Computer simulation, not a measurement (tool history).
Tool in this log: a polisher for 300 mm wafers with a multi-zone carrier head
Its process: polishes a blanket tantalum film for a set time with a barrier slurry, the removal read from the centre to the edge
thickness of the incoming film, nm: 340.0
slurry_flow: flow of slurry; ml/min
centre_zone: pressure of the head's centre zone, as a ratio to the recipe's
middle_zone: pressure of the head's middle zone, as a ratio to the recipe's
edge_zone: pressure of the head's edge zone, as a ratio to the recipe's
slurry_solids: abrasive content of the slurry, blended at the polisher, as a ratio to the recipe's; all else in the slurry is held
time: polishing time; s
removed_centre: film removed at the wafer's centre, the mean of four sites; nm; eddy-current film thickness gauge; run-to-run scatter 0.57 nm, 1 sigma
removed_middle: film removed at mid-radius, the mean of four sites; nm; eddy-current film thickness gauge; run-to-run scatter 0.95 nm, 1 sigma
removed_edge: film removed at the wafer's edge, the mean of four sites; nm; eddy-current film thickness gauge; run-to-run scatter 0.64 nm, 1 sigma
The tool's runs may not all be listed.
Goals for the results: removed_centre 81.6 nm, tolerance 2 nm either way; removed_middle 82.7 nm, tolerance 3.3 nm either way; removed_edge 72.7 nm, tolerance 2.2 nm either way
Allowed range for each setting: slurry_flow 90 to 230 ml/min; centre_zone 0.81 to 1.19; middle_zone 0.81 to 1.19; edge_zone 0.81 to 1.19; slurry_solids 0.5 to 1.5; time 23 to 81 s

run,hour,slurry_flow,centre_zone,middle_zone,edge_zone,slurry_solids,time,removed_centre,removed_middle,removed_edge
1,0,150,1,1,1,1,52,91.464,94.036,95.674
2,4.5,150,1,1,1,1,61,106.51,114.66,111.77
3,9.5,150,1.01,1.01,0.98,0.95,60,105.33,108.55,108.93
4,15.9,150,1.01,0.96,0.98,0.95,60,105.05,104.85,107.2
5,20.6,150,1.1,0.96,0.98,0.95,60,114.88,106.07,107.21
6,28.7,150,1.1,0.96,0.91,0.95,60,114.86,105.38,102.5
7,34.7,150,1.1,0.97,0.9,0.9,59,111.57,103.49,101.08
8,37.4,180,1.14,1.07,0.81,0.65,45,85.639,79.787,69.902
9,44.4,180,1.14,1.07,0.82,0.65,45,85.239,82.368,71.368
10,49.4,175,1.12,1.07,0.85,0.65,45,84.376,78.86,71.573
11,55.7,175,1.12,1.07,0.85,0.65,45,83.586,82.975,70.319

Exercise: of the 4 proposed moves below, exactly one satisfies all targets within the stated allowed misses. Which move is it?
A,62,175,1.19,1.18,0.84,0.6,45,?,?,?
B,62,180,1.08,1.03,0.87,0.8,40,?,?,?
C,62,140,1.07,0.98,0.81,0.65,48,?,?,?
D,62,170,1.05,1.05,0.81,0.7,46,?,?,?

move,removed_centre,removed_middle,removed_edge
A,87.877,84.454,70.945
B,75.936,73.181,68.585
C,81.484,77.138,73.749
D,81.477,81.974,73.869
A: meets the target for the result that was furthest off, but another lies outside its allowed miss
B: misses by more than the last run did
C: meets the target for the result that was furthest off, but another lies outside its allowed miss
D: every result lands within tolerance
Move D is the one to make.
